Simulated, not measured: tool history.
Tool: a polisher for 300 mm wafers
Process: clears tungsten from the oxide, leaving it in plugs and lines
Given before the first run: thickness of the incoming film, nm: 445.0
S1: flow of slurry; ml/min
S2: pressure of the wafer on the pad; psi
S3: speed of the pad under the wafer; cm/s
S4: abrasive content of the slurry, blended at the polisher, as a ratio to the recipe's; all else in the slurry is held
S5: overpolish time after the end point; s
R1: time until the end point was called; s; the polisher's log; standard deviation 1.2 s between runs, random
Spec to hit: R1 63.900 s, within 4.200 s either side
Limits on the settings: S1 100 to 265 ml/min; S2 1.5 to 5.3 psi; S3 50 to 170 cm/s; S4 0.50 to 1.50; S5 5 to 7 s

run	hour	S1	S2	S3	S4	S5	R1
1	0.0	170	3.4	110	1.00	7	87.008
2	1.7	170	3.4	98	1.00	7	96.896
3	9.0	170	3.4	98	1.20	7	89.299
4	10.0	170	3.0	98	1.20	7	100.840
5	12.8	170	3.0	98	1.20	5	102.180
6	14.5	145	3.0	98	1.20	5	103.000
7	21.4	145	3.3	100	1.20	5	93.636
8	30.3	145	4.3	108	1.20	5	69.488

4 candidate next runs follow, results not yet known. Just one meets every target within its allowed miss. Identify it.
A	39.2	145	4.3	122	1.05	7	?
B	39.2	155	4.2	92	1.30	7	?
C	39.2	155	4.6	134	1.10	5	?
D	39.2	100	3.4	108	1.10	5	?

move	R1
A	65.030
B	77.066
C	55.130
D	91.887
A: every result within its allowed miss
B: further off than the last run
C: moves the result that the last run missed by most past its target, out the other side
D: further off than the last run
Move A is the one to make.
